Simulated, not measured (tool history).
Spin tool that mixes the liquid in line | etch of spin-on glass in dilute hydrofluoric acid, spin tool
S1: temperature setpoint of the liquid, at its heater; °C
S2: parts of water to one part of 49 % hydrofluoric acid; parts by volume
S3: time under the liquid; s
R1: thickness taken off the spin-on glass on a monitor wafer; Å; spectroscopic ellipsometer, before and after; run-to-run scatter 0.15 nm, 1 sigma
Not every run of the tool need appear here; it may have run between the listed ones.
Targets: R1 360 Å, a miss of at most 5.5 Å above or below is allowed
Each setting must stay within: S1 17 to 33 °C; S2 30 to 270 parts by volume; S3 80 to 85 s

run,hour,S1,S2,S3,R1
1,0,25,150,80,220.95
2,4.7,25,150,80,220.76
3,12.7,25,150,85,235.67
4,14.1,26.5,145,85,257.94
5,20.5,28,140,85,284.35
6,26.9,29,140,85,295.31
7,31.1,30,140,85,304.73
8,36,30.5,140,85,312.54
9,37.2,31,140,85,319.39
10,39.3,31.5,140,85,323.9
11,47.6,32,140,85,325.61
12,48.3,32,140,85,326.16
13,52.7,32.5,135,85,349.31

Which of these 4 next moves meets every target?
A,57.1,32.5,125,80,?
B,57.1,33,135,80,?
C,57.1,33,130,80,?
D,57.1,31.5,125,80,?

move,R1
A,360.38
B,334.84
C,350.22
D,347.65
A: meets every target
B: misses by more than the last run did
C: an improvement on the last run, though not all results are within tolerance
D: misses by more than the last run did
Move A is the one to make.
